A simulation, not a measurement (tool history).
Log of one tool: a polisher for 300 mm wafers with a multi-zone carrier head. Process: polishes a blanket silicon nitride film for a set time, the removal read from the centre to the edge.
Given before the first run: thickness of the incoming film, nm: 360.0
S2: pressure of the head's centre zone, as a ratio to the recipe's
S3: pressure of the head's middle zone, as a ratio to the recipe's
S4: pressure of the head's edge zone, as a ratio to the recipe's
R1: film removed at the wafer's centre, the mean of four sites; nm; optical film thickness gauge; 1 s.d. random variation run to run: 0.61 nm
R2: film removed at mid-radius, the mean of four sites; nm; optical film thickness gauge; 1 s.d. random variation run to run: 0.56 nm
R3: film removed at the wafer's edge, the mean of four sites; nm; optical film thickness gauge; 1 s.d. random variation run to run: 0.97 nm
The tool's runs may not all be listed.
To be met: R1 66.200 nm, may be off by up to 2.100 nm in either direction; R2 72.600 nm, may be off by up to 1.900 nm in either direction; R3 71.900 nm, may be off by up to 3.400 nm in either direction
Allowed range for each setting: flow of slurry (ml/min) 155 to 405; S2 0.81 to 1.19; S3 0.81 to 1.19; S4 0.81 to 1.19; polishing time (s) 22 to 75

Run 1, hour 0.0: flow of slurry (ml/min) 260, S2 1.00, S3 1.00, S4 1.00, polishing time (s) 48. Result: R1 61.554 nm, R2 62.550 nm, R3 64.530 nm.
Run 2, hour 5.7: flow of slurry (ml/min) 260, S2 1.00, S3 0.94, S4 1.00, polishing time (s) 48. Result: R1 62.217 nm, R2 59.203 nm, R3 63.539 nm.
Run 3, hour 7.9: flow of slurry (ml/min) 230, S2 1.00, S3 0.94, S4 1.00, polishing time (s) 48. Result: R1 61.567 nm, R2 58.855 nm, R3 63.104 nm.
Run 4, hour 8.8: flow of slurry (ml/min) 230, S2 0.93, S3 0.94, S4 1.00, polishing time (s) 48. Result: R1 56.776 nm, R2 58.261 nm, R3 61.633 nm.
Run 5, hour 11.5: flow of slurry (ml/min) 230, S2 0.93, S3 0.94, S4 1.00, polishing time (s) 40. Result: R1 47.228 nm, R2 48.460 nm, R3 52.689 nm.
Run 6, hour 15.2: flow of slurry (ml/min) 230, S2 0.93, S3 0.94, S4 1.00, polishing time (s) 28. Result: R1 32.453 nm, R2 34.343 nm, R3 37.137 nm.
Run 7, hour 19.1: flow of slurry (ml/min) 280, S2 1.03, S3 1.04, S4 1.10, polishing time (s) 42. Result: R1 57.396 nm, R2 56.454 nm, R3 57.077 nm.
Run 8, hour 22.7: flow of slurry (ml/min) 280, S2 1.00, S3 1.06, S4 1.12, polishing time (s) 45. Result: R1 58.808 nm, R2 62.147 nm, R3 63.802 nm.
Run 9, hour 27.4: flow of slurry (ml/min) 290, S2 1.01, S3 1.09, S4 1.14, polishing time (s) 46. Result: R1 61.872 nm, R2 64.843 nm, R3 64.262 nm.
Run 10, hour 35.8: flow of slurry (ml/min) 295, S2 1.00, S3 1.10, S4 1.16, polishing time (s) 47. Result: R1 62.607 nm, R2 67.198 nm, R3 68.254 nm.

4 next moves are on the table. One of them brings every result within its allowed miss. Which?
Run A, hour 44.2: flow of slurry (ml/min) 315, S2 1.02, S3 1.07, S4 1.17, polishing time (s) 48. Result: R1 ?, R2 ?, R3 ?.
Run B, hour 44.2: flow of slurry (ml/min) 280, S2 1.00, S3 1.14, S4 1.13, polishing time (s) 50. Result: R1 ?, R2 ?, R3 ?.
Run C, hour 44.2: flow of slurry (ml/min) 290, S2 0.88, S3 0.96, S4 1.19, polishing time (s) 49. Result: R1 ?, R2 ?, R3 ?.
Run D, hour 44.2: flow of slurry (ml/min) 340, S2 1.06, S3 1.07, S4 1.18, polishing time (s) 43. Result: R1 ?, R2 ?, R3 ?.

move      R1      R2      R3
   A  65.872  67.590  71.439
   B  66.058  72.807  72.126
   C  57.216  62.760  73.048
   D  61.993  61.123  64.751
A: an improvement on the last run, though not all results are within tolerance
B: hits every target within its allowed miss
C: the biggest miss grows against the last run
D: the biggest miss grows against the last run
B is the move that brings every result within its allowed miss.
